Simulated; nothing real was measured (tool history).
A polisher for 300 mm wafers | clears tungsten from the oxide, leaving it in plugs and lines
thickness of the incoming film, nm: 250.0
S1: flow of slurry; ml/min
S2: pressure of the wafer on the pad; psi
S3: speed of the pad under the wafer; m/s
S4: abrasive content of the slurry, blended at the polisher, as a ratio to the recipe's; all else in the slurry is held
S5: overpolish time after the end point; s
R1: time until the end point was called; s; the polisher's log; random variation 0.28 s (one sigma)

run  hour   S1   S2    S3  S4  S5      R1
  1     0  130  4.1  1.14   1  43  38.545
  2   1.2  150  4.1  1.14   1  43  37.651
  3   4.8  150  4.3  1.14   1  43  36.461
  4   8.4  150  4.5  1.14   1  43  35.056
  5  11.3  150  4.5  1.14   1  43  34.914
  6  13.2  165  4.5  1.14   1  43  34.246
  7  17.3  165  4.5  1.14   1  43  34.345

Run 8 comes next. What will it give?
  8  20.2  165  4.7  1.14   1  43   ?

{"run 8": {"R1": 32.81}}
